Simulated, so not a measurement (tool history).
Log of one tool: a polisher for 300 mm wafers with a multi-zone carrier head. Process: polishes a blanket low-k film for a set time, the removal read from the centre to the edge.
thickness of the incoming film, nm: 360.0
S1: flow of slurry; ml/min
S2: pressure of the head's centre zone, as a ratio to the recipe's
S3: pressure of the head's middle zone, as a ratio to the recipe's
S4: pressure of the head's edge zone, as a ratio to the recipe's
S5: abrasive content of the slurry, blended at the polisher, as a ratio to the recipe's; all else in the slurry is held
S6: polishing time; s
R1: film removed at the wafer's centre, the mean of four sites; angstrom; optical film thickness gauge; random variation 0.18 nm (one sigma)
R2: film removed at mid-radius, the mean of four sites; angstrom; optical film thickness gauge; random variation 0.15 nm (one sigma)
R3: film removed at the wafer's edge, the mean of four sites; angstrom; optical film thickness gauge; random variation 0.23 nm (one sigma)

run  hour   S1    S2    S3    S4    S5  S6      R1      R2      R3
  1     0  190     1     1     1     1  65  150.79  148.23  150.44
  2   1.3  220     1     1     1     1  65  152.38  151.18  150.13
  3  10.1  220     1     1     1  1.15  65  169.86   166.2  162.44
  4  17.7  220  1.01     1  1.04  1.15  65  168.39  168.42  170.06
  5  19.4  225  1.03  0.99  1.06  1.15  65  173.26  164.99  173.19
  6  21.8  225  1.03  0.99  1.06     1  65  158.77  153.56  156.03
  7  23.3  220  1.05     1  1.08  1.05  65  162.69  157.96  162.69
  8  28.7  225  1.06     1   1.1   1.1  65  175.21  163.52  168.84

Forecast run 9:
  9  36.3  225  1.06   1  1.1  1.1  65   ?   ?   ?

Run 9 gave R1 171.48 angstrom, R2 163.73 angstrom, R3 171.95 angstrom.
